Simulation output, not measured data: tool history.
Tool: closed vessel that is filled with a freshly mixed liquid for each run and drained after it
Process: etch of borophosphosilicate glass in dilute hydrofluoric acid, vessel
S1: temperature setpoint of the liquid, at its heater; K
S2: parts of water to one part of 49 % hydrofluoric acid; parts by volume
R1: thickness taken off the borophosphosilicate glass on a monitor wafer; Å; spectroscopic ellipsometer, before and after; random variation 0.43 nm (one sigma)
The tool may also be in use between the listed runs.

run 1 day=0.000 | S1=298.15 S2=85 time_in_the_liquid_(s)=90 | R1=786.51
run 2 day=0.021 | S1=298.15 S2=85 time_in_the_liquid_(s)=90 | R1=781.90
run 3 day=0.367 | S1=296.65 S2=85 time_in_the_liquid_(s)=90 | R1=744.14
run 4 day=0.404 | S1=296.65 S2=85 time_in_the_liquid_(s)=100 | R1=830.68
run 5 day=0.696 | S1=294.65 S2=85 time_in_the_liquid_(s)=100 | R1=763.76
run 6 day=1.025 | S1=293.65 S2=85 time_in_the_liquid_(s)=100 | R1=719.46
run 7 day=1.342 | S1=292.65 S2=85 time_in_the_liquid_(s)=100 | R1=704.37
run 8 day=1.379 | S1=292.15 S2=85 time_in_the_liquid_(s)=100 | R1=685.90
run 9 day=1.525 | S1=291.65 S2=85 time_in_the_liquid_(s)=100 | R1=673.60

Forecast run 10:
run 10 day=1.833 | S1=291.65 S2=85 time_in_the_liquid_(s)=100 | R1=?

R1: 667.15 Å
